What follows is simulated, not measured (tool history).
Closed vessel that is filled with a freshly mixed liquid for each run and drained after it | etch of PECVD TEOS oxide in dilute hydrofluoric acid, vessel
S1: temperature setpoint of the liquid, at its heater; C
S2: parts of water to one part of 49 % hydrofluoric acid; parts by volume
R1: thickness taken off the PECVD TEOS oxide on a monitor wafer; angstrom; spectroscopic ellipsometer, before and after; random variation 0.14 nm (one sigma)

Run 1, hour 0.0: S1 25.0 C, S2 60 parts by volume, time in the liquid (s) 30. Result: R1 121.000 angstrom.
Run 2, hour 8.9: S1 26.5 C, S2 55 parts by volume, time in the liquid (s) 30. Result: R1 142.420 angstrom.
Run 3, hour 13.6: S1 27.5 C, S2 55 parts by volume, time in the liquid (s) 30. Result: R1 148.200 angstrom.
Run 4, hour 18.6: S1 27.5 C, S2 70 parts by volume, time in the liquid (s) 30. Result: R1 112.970 angstrom.
Run 5, hour 24.6: S1 27.5 C, S2 85 parts by volume, time in the liquid (s) 30. Result: R1 91.126 angstrom.
Run 6, hour 27.0: S1 28.5 C, S2 75 parts by volume, time in the liquid (s) 30. Result: R1 108.880 angstrom.
Run 7, hour 33.5: S1 29.5 C, S2 70 parts by volume, time in the liquid (s) 30. Result: R1 123.340 angstrom.
Run 8, hour 35.0: S1 30.0 C, S2 65 parts by volume, time in the liquid (s) 30. Result: R1 136.680 angstrom.
Run 9, hour 37.6: S1 30.5 C, S2 60 parts by volume, time in the liquid (s) 30. Result: R1 151.240 angstrom.

Forecast run 10:
Run 10, hour 45.1: S1 33.0 C, S2 35 parts by volume, time in the liquid (s) 30. Result: R1 ?.

Run 10 gave R1 298.190 angstrom.
